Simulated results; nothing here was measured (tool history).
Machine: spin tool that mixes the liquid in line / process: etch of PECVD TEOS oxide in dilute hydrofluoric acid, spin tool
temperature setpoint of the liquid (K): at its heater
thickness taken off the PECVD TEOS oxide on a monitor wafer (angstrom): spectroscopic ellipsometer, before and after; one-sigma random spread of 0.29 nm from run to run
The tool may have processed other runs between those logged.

run    day  temperature setpoint of the liquid (K)  parts of water to one part of 49 % hydrofluoric acid (parts by volume)  time under the liquid (s)  thickness taken off the PECVD TEOS oxide on a monitor wafer (angstrom)
  1  0.000                                  296.15                                                                     130                         60                                                                  99.168
  2  0.296                                  298.15                                                                     105                         60                                                                 135.410
  3  0.496                                  299.65                                                                      85                         60                                                                 185.380
  4  0.808                                  300.65                                                                      75                         60                                                                 220.740
  5  1.096                                  300.65                                                                      55                         60                                                                 311.440
  6  1.175                                  300.65                                                                      95                         60                                                                 170.050
  7  1.238                                  301.15                                                                      85                         60                                                                 196.390
  8  1.296                                  301.65                                                                      75                         60                                                                 232.600
  9  1.550                                  302.15                                                                      70                         60                                                                 254.270
 10  1.579                                  302.65                                                                      65                         60                                                                 278.980
     1.908  -- hydrofluoric acid flow meter replaced
 11  1.908                                  302.65                                                                      65                         60                                                                 314.880
 12  2.025                                  303.15                                                                      65                         60                                                                 323.950
 13  2.354                                  303.65                                                                      65                         60                                                                 326.080
 14  2.529                                  304.15                                                                      65                         60                                                                 334.050

For run 15, what comes out?
 15  2.567                                  304.15                                                                      65                         60                                                                       ?

Run 15 produced thickness taken off the PECVD TEOS oxide on a monitor wafer (angstrom) 330.910.

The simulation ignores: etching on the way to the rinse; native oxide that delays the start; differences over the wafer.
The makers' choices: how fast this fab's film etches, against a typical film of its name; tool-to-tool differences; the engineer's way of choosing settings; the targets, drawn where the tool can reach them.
